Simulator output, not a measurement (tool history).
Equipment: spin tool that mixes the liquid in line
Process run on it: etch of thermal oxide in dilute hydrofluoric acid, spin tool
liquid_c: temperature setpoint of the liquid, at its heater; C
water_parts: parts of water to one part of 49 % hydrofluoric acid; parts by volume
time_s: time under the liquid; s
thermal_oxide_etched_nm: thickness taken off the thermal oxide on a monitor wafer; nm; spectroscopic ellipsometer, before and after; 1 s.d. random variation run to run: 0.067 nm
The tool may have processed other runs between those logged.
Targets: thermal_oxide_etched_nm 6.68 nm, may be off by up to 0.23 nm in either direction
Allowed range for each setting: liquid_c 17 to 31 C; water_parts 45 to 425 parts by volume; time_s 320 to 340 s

Run 1, hour 0: liquid_c 23 C, water_parts 235 parts by volume, time_s 320 s. Result: thermal_oxide_etched_nm 5.441 nm.
Run 2, hour 6.7: liquid_c 23 C, water_parts 235 parts by volume, time_s 320 s. Result: thermal_oxide_etched_nm 5.468 nm.
Run 3, hour 15.7: liquid_c 23 C, water_parts 170 parts by volume, time_s 320 s. Result: thermal_oxide_etched_nm 8.0607 nm.
Run 4, hour 18.6: liquid_c 22 C, water_parts 170 parts by volume, time_s 320 s. Result: thermal_oxide_etched_nm 7.7863 nm.
Run 5, hour 23.1: liquid_c 21 C, water_parts 170 parts by volume, time_s 320 s. Result: thermal_oxide_etched_nm 7.4779 nm.
Run 6, hour 32: liquid_c 20.5 C, water_parts 170 parts by volume, time_s 320 s. Result: thermal_oxide_etched_nm 7.4139 nm.
Run 7, hour 39.2: liquid_c 20 C, water_parts 170 parts by volume, time_s 320 s. Result: thermal_oxide_etched_nm 7.1848 nm.
Run 8, hour 47.5: liquid_c 19.5 C, water_parts 170 parts by volume, time_s 320 s. Result: thermal_oxide_etched_nm 7.0819 nm.

Consider the 4 candidate settings below. Which is the only one whose results all fall within their allowed miss of target?
Run A, hour 55.8: liquid_c 17 C, water_parts 190 parts by volume, time_s 340 s. Result: thermal_oxide_etched_nm ?.
Run B, hour 55.8: liquid_c 19 C, water_parts 170 parts by volume, time_s 330 s. Result: thermal_oxide_etched_nm ?.
Run C, hour 55.8: liquid_c 19 C, water_parts 160 parts by volume, time_s 325 s. Result: thermal_oxide_etched_nm ?.
Run D, hour 55.8: liquid_c 21 C, water_parts 185 parts by volume, time_s 320 s. Result: thermal_oxide_etched_nm ?.

move  thermal_oxide_etched_nm
   A                   5.8411
   B                   6.9955
   C                   7.3935
   D                     6.64
A: the result that was furthest off in the last run now lies on the other side of its target
B: moves toward the targets from the last run without getting all of them in spec
C: further off than the last run
D: hits every target within its allowed miss
So the answer is move D, the one that meets all the targets.
